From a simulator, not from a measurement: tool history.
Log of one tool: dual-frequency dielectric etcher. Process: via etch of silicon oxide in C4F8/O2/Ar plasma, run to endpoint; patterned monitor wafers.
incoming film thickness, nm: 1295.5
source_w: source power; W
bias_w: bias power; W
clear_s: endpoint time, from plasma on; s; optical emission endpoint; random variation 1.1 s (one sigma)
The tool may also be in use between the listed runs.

{"run": 1, "hour": 0.0, "source_w": 1890, "bias_w": 2346, "clear_s": 221.61}
{"run": 2, "hour": 2.3, "source_w": 2180, "bias_w": 2346, "clear_s": 211.23}
{"run": 3, "hour": 6.7, "source_w": 2230, "bias_w": 2409, "clear_s": 205.41}
{"run": 4, "hour": 14.5, "source_w": 1970, "bias_w": 2409, "clear_s": 216.43}
{"run": 5, "hour": 22.5, "source_w": 2030, "bias_w": 2460, "clear_s": 213.91}
{"run": 6, "hour": 31.5, "source_w": 2090, "bias_w": 2512, "clear_s": 207.43}
{"run": 7, "hour": 32.8, "source_w": 2140, "bias_w": 2540, "clear_s": 204.6}
{"run": 8, "hour": 33.5, "source_w": 2190, "bias_w": 2564, "clear_s": 202.34}
{"run": 9, "hour": 39.0, "source_w": 2230, "bias_w": 2588, "clear_s": 198.51}
{"run": 10, "hour": 44.3, "source_w": 2230, "bias_w": 2588, "clear_s": 199.72}

Forecast run 11:
{"run": 11, "hour": 51.2, "source_w": 2270, "bias_w": 2607, "clear_s": "?"}

Run 11 gave clear_s 198.15 s.

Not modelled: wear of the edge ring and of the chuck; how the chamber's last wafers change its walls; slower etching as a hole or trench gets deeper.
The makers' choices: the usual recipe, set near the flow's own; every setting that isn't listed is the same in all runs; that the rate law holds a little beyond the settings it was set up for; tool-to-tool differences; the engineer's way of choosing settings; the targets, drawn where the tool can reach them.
